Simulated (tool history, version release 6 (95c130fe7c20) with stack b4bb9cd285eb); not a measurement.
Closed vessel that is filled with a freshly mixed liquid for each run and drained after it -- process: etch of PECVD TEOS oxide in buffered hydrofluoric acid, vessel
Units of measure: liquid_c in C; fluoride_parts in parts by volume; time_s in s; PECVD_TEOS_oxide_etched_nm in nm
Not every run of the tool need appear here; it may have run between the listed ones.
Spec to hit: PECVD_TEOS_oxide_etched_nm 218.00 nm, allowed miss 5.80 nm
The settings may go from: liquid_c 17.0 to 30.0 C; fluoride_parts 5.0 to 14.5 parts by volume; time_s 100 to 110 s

run 1 hour=0.0 | liquid_c=22.0 fluoride_parts=9.0 time_s=100 | PECVD_TEOS_oxide_etched_nm=270.73
run 2 hour=7.9 | liquid_c=22.0 fluoride_parts=9.0 time_s=110 | PECVD_TEOS_oxide_etched_nm=298.02
run 3 hour=11.7 | liquid_c=20.5 fluoride_parts=9.0 time_s=110 | PECVD_TEOS_oxide_etched_nm=271.96
run 4 hour=15.1 | liquid_c=18.0 fluoride_parts=9.0 time_s=110 | PECVD_TEOS_oxide_etched_nm=238.45
run 5 hour=20.1 | liquid_c=17.5 fluoride_parts=9.0 time_s=110 | PECVD_TEOS_oxide_etched_nm=232.12
run 6 hour=21.7 | liquid_c=17.5 fluoride_parts=7.0 time_s=110 | PECVD_TEOS_oxide_etched_nm=303.40
run 7 hour=26.8 | liquid_c=17.5 fluoride_parts=7.5 time_s=110 | PECVD_TEOS_oxide_etched_nm=283.30
run 8 hour=30.5 | liquid_c=17.0 fluoride_parts=8.5 time_s=110 | PECVD_TEOS_oxide_etched_nm=240.73
run 9 hour=39.8 | liquid_c=17.0 fluoride_parts=9.0 time_s=110 | PECVD_TEOS_oxide_etched_nm=227.21

Below are 4 possible settings for the next run. Only one of them brings all results inside the allowed miss of their targets. Which is it?
run A hour=49.1 | liquid_c=17.0 fluoride_parts=9.5 time_s=110 | PECVD_TEOS_oxide_etched_nm=?
run B hour=49.1 | liquid_c=17.5 fluoride_parts=10.5 time_s=110 | PECVD_TEOS_oxide_etched_nm=?
run C hour=49.1 | liquid_c=17.0 fluoride_parts=10.5 time_s=110 | PECVD_TEOS_oxide_etched_nm=?
run D hour=49.1 | liquid_c=17.0 fluoride_parts=9.0 time_s=100 | PECVD_TEOS_oxide_etched_nm=?

move=A PECVD_TEOS_oxide_etched_nm=219.57
move=B PECVD_TEOS_oxide_etched_nm=208.58
move=C PECVD_TEOS_oxide_etched_nm=202.71
move=D PECVD_TEOS_oxide_etched_nm=206.52
A: each result inside its tolerance
B: moves the result that the last run missed by most past its target, out the other side
C: moves the result that the last run missed by most past its target, out the other side
D: moves the result that the last run missed by most past its target, out the other side
Go with A: it meets all targets.

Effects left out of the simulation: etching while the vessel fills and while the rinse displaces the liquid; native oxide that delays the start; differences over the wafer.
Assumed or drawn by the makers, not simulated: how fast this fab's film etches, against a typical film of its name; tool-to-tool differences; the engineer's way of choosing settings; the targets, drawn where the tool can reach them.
